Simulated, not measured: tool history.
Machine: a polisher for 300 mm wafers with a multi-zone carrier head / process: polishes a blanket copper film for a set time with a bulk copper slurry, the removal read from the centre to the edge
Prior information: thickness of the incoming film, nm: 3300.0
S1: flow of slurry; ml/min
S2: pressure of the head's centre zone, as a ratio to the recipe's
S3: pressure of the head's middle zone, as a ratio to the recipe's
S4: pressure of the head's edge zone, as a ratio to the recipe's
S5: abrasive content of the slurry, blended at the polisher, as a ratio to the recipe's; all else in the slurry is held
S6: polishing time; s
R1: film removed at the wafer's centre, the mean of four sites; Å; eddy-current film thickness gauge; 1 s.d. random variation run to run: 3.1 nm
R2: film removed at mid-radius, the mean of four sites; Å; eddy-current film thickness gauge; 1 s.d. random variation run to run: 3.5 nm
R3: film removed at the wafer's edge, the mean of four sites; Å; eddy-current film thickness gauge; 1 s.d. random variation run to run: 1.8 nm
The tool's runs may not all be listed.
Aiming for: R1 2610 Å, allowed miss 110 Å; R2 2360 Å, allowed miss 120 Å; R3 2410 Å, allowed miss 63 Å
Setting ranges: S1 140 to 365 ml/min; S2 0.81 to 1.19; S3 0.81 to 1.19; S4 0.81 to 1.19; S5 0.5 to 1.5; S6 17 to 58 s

{"run": 1, "hour": 0.0, "S1": 235, "S2": 1, "S3": 1, "S4": 1, "S5": 1, "S6": 37, "R1": 3497.7, "R2": 3390.3, "R3": 3529.9}
{"run": 2, "hour": 3.8, "S1": 235, "S2": 1.06, "S3": 1, "S4": 1, "S5": 1, "S6": 37, "R1": 3747.9, "R2": 3467.5, "R3": 3466.8}
{"run": 3, "hour": 11.7, "S1": 235, "S2": 1.06, "S3": 1, "S4": 1, "S5": 1, "S6": 41, "R1": 4088.3, "R2": 3917.1, "R3": 3940}
{"run": 4, "hour": 15.4, "S1": 235, "S2": 1.05, "S3": 0.99, "S4": 0.99, "S5": 0.95, "S6": 40, "R1": 3890.8, "R2": 3563.8, "R3": 3765.5}
{"run": 5, "hour": 24.4, "S1": 235, "S2": 1.05, "S3": 1, "S4": 0.98, "S5": 0.9, "S6": 39, "R1": 3698.6, "R2": 3536.3, "R3": 3558.1}
{"run": 6, "hour": 27.1, "S1": 270, "S2": 1.05, "S3": 1, "S4": 0.98, "S5": 0.9, "S6": 39, "R1": 3829.5, "R2": 3656, "R3": 3571.4}
{"run": 7, "hour": 28.9, "S1": 270, "S2": 1.05, "S3": 0.99, "S4": 0.97, "S5": 0.85, "S6": 38, "R1": 3691.6, "R2": 3343.9, "R3": 3387.5}
{"run": 8, "hour": 30.2, "S1": 270, "S2": 1.04, "S3": 0.99, "S4": 0.96, "S5": 0.8, "S6": 37, "R1": 3546.9, "R2": 3311.1, "R3": 3241.1}
{"run": 9, "hour": 38.6, "S1": 270, "S2": 1.03, "S3": 0.98, "S4": 0.95, "S5": 0.75, "S6": 36, "R1": 3314.2, "R2": 3112.2, "R3": 3093.6}
{"run": 10, "hour": 44.5, "S1": 270, "S2": 1.03, "S3": 0.97, "S4": 0.94, "S5": 0.7, "S6": 35, "R1": 3193.2, "R2": 2947.7, "R3": 2901.8}
{"run": 11, "hour": 48.1, "S1": 265, "S2": 1.02, "S3": 0.96, "S4": 0.93, "S5": 0.65, "S6": 35, "R1": 3000.5, "R2": 2867.7, "R3": 2887.5}
{"run": 12, "hour": 50.0, "S1": 255, "S2": 1.09, "S3": 0.92, "S4": 0.84, "S5": 0.5, "S6": 30, "R1": 2545.9, "R2": 2224.7, "R3": 2176.1}

Which single option among these 5 for the next run brings every result within its allowed miss of target? Just one does.
{"run": "A", "hour": 51.9, "S1": 190, "S2": 0.94, "S3": 0.86, "S4": 0.84, "S5": 0.5, "S6": 35, "R1": "?", "R2": "?", "R3": "?"}
{"run": "B", "hour": 51.9, "S1": 270, "S2": 1.01, "S3": 1.08, "S4": 0.89, "S5": 0.5, "S6": 33, "R1": "?", "R2": "?", "R3": "?"}
{"run": "C", "hour": 51.9, "S1": 285, "S2": 1.13, "S3": 0.85, "S4": 0.9, "S5": 0.55, "S6": 29, "R1": "?", "R2": "?", "R3": "?"}
{"run": "D", "hour": 51.9, "S1": 185, "S2": 1.02, "S3": 0.89, "S4": 0.86, "S5": 0.8, "S6": 30, "R1": "?", "R2": "?", "R3": "?"}
{"run": "E", "hour": 51.9, "S1": 190, "S2": 0.85, "S3": 0.93, "S4": 0.91, "S5": 0.5, "S6": 37, "R1": "?", "R2": "?", "R3": "?"}

move=A R1=2449.1 R2=2297.6 R3=2388.7
move=B R1=2627.9 R2=2609.8 R3=2394.9
move=C R1=2684.4 R2=2063 R3=2198.8
move=D R1=2624.5 R2=2312.6 R3=2385.7
move=E R1=2340 R2=2542.8 R3=2616.7
A: the furthest-off result lands on target, but another misses its tolerance
B: the furthest-off result lands on target, but another misses its tolerance
C: nearer than the last run, and not there yet
D: hits every target within its allowed miss
E: takes the biggest miss from the last run beyond its target
The right move is D.

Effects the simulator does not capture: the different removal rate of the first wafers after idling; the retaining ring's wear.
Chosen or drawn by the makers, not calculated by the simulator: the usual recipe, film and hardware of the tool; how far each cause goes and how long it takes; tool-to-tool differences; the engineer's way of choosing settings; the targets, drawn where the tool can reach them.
